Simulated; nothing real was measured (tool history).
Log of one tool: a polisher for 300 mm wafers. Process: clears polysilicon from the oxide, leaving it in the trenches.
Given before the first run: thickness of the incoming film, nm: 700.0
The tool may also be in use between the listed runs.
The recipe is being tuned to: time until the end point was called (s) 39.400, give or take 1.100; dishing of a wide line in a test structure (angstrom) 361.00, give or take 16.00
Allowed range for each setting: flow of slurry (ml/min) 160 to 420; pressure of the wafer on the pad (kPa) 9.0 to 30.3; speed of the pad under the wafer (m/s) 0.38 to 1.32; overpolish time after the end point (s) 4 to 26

run,hour,flow of slurry (ml/min),pressure of the wafer on the pad (kPa),speed of the pad under the wafer (m/s),overpolish time after the end point (s),time until the end point was called (s),dishing of a wide line in a test structure (angstrom)
1,0.0,270,19.3,0.84,13,62.983,432.53
2,7.9,275,21.4,0.84,11,57.171,414.86
3,14.1,290,22.8,0.84,10,53.554,423.27
4,16.0,290,22.8,0.84,15,53.137,440.98
5,18.3,265,24.1,0.84,13,50.733,434.39
6,27.2,265,25.5,0.84,11,49.111,429.18
7,35.4,290,26.2,0.84,10,46.853,425.33
8,41.0,365,29.0,0.82,4,42.898,347.69
9,44.0,360,29.6,0.84,5,40.578,384.75
10,47.8,370,29.6,0.84,5,40.078,392.91
11,55.2,335,29.6,0.84,5,40.977,384.10
12,58.1,260,30.3,0.92,4,37.543,371.03

Consider the 4 candidate settings below. Which is the only one whose results all fall within their allowed miss of target?
A,61.0,280,30.3,0.82,4,?,?
B,61.0,215,26.2,1.12,6,?,?
C,61.0,230,29.0,0.88,4,?,?
D,61.0,265,29.0,0.92,4,?,?

move,time until the end point was called (s),dishing of a wide line in a test structure (angstrom)
A,40.964,351.32
B,35.996,407.40
C,40.926,351.44
D,38.562,359.33
A: takes the result that was furthest off past its target
B: the biggest miss grows against the last run
C: takes the result that was furthest off past its target
D: in spec on every target
The right move is D.

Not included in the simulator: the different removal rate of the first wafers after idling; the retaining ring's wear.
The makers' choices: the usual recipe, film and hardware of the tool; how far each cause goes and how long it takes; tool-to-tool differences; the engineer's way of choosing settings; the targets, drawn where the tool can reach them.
